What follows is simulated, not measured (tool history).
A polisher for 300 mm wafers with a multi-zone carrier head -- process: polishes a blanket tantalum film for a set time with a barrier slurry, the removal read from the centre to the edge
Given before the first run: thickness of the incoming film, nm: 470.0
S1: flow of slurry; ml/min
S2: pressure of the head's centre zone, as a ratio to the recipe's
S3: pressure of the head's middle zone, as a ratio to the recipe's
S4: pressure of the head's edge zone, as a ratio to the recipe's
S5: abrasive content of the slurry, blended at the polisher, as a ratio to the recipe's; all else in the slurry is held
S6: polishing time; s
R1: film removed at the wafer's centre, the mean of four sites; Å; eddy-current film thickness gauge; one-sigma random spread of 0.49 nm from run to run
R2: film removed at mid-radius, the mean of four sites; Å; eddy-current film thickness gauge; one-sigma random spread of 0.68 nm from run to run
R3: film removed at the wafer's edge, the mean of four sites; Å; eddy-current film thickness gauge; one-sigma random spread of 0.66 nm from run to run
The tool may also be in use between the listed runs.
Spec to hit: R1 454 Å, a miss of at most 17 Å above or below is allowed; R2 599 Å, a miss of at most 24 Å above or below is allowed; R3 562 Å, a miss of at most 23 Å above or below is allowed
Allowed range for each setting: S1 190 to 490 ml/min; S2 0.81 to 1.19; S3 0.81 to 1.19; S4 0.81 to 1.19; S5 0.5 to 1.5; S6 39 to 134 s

run 1 day=0 | S1=315 S2=1 S3=1 S4=1 S5=1 S6=86 | R1=698.15 R2=722.67 R3=703.86
run 2 day=0.312 | S1=315 S2=1 S3=1 S4=1 S5=0.85 S6=86 | R1=652.31 R2=660.58 R3=679.58
run 3 day=0.417 | S1=315 S2=0.95 S3=1.03 S4=0.96 S5=0.75 S6=85 | R1=575.37 R2=625.31 R3=610.01
run 4 day=0.679 | S1=315 S2=0.95 S3=1.03 S4=0.9 S5=0.75 S6=85 | R1=567 R2=635.9 R3=593.74
run 5 day=0.775 | S1=315 S2=0.95 S3=1.03 S4=0.9 S5=0.9 S6=85 | R1=629.04 R2=673.33 R3=643.36
run 6 day=0.804 | S1=315 S2=0.95 S3=0.96 S4=0.9 S5=0.9 S6=85 | R1=609.69 R2=646.28 R3=647.89
run 7 day=0.954 | S1=300 S2=0.91 S3=1 S4=0.91 S5=0.8 S6=85 | R1=562.48 R2=635.08 R3=618.84
run 8 day=1.192 | S1=285 S2=0.88 S3=1.02 S4=0.92 S5=0.75 S6=85 | R1=528.18 R2=612.58 R3=591.77
run 9 day=1.288 | S1=295 S2=0.86 S3=1.05 S4=0.94 S5=0.65 S6=86 | R1=485.83 R2=588.51 R3=567.18
run 10 day=1.367 | S1=295 S2=0.86 S3=1.05 S4=0.94 S5=0.65 S6=86 | R1=487.44 R2=589.5 R3=572.47

4 candidate next runs follow, results not yet known. Just one meets every target within its allowed miss. Identify it.
run A day=1.446 | S1=290 S2=1.02 S3=1.09 S4=1.1 S5=0.75 S6=75 | R1=? R2=? R3=?
run B day=1.446 | S1=345 S2=0.84 S3=1.03 S4=1.02 S5=0.55 S6=91 | R1=? R2=? R3=?
run C day=1.446 | S1=270 S2=0.85 S3=1.1 S4=1 S5=0.6 S6=88 | R1=? R2=? R3=?
run D day=1.446 | S1=190 S2=0.9 S3=1.06 S4=0.88 S5=0.8 S6=75 | R1=? R2=? R3=?

move=A R1=536.09 R2=570.95 R3=572
move=B R1=451.44 R2=557.01 R3=561.62
move=C R1=456.41 R2=589.89 R3=559.95
move=D R1=454.7 R2=541.02 R3=506.64
A: lands further from the targets than the last run did
B: meets the target for the result that was furthest off, but another lies outside its allowed miss
C: hits every target within its allowed miss
D: meets the target for the result that was furthest off, but another lies outside its allowed miss
Go with C: it meets all targets.

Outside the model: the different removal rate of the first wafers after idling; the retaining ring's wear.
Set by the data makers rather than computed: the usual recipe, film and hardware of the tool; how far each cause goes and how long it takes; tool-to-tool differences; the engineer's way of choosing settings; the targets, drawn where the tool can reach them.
